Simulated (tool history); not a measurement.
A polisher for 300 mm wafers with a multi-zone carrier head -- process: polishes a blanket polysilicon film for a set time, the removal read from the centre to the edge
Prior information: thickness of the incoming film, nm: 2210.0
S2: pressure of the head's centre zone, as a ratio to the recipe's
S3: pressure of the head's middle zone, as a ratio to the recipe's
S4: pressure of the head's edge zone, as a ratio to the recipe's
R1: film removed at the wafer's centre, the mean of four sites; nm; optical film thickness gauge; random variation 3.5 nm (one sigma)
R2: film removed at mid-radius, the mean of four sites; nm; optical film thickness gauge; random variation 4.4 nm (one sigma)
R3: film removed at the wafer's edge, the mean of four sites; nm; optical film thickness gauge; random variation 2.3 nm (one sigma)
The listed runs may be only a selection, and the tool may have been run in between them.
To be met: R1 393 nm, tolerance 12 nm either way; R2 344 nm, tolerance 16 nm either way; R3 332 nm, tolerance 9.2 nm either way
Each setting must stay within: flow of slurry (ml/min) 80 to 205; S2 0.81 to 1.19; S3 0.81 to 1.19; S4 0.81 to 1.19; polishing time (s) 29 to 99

Run 1, hour 0: flow of slurry (ml/min) 135, S2 1, S3 1, S4 1, polishing time (s) 64. Result: R1 631.81 nm, R2 598.16 nm, R3 612.52 nm.
Run 2, hour 8.5: flow of slurry (ml/min) 135, S2 1.01, S3 1, S4 0.97, polishing time (s) 57. Result: R1 565.61 nm, R2 547.29 nm, R3 539.12 nm.
Run 3, hour 9.1: flow of slurry (ml/min) 135, S2 1.03, S3 0.98, S4 0.94, polishing time (s) 51. Result: R1 511.39 nm, R2 474.93 nm, R3 476.85 nm.
Run 4, hour 10.4: flow of slurry (ml/min) 135, S2 1.03, S3 0.91, S4 0.94, polishing time (s) 51. Result: R1 508.13 nm, R2 456.82 nm, R3 474.25 nm.
Run 5, hour 17.3: flow of slurry (ml/min) 130, S2 1.04, S3 0.91, S4 0.91, polishing time (s) 47. Result: R1 473.83 nm, R2 414.59 nm, R3 431.2 nm.
Run 6, hour 18: flow of slurry (ml/min) 130, S2 0.97, S3 0.91, S4 0.91, polishing time (s) 47. Result: R1 446.91 nm, R2 413.47 nm, R3 435.21 nm.
Run 7, hour 19.4: flow of slurry (ml/min) 125, S2 0.99, S3 0.92, S4 0.89, polishing time (s) 45. Result: R1 425.57 nm, R2 379.85 nm, R3 407.95 nm.
Run 8, hour 24.2: flow of slurry (ml/min) 125, S2 1.01, S3 0.96, S4 0.87, polishing time (s) 43. Result: R1 412.91 nm, R2 388.63 nm, R3 384.06 nm.

Next run, 4 choices. One meets every target within its allowed miss, the rest don't. Which?
Run A, hour 29: flow of slurry (ml/min) 125, S2 0.87, S3 1, S4 1.05, polishing time (s) 49. Result: R1 ?, R2 ?, R3 ?.
Run B, hour 29: flow of slurry (ml/min) 155, S2 1.01, S3 1.06, S4 0.81, polishing time (s) 37. Result: R1 ?, R2 ?, R3 ?.
Run C, hour 29: flow of slurry (ml/min) 100, S2 1.13, S3 1, S4 0.81, polishing time (s) 39. Result: R1 ?, R2 ?, R3 ?.
Run D, hour 29: flow of slurry (ml/min) 115, S2 1.05, S3 0.85, S4 0.97, polishing time (s) 45. Result: R1 ?, R2 ?, R3 ?.

move      R1      R2      R3
   A  416.66   456.9  470.34
   B  383.55   380.2  337.84
   C  395.79  340.58  329.44
   D  446.31  358.15  414.84
A: misses by more than the last run did
B: brings the result that was furthest off to its target, and leaves another outside
C: in spec on every target
D: misses by more than the last run did
The move that meets every target is C.

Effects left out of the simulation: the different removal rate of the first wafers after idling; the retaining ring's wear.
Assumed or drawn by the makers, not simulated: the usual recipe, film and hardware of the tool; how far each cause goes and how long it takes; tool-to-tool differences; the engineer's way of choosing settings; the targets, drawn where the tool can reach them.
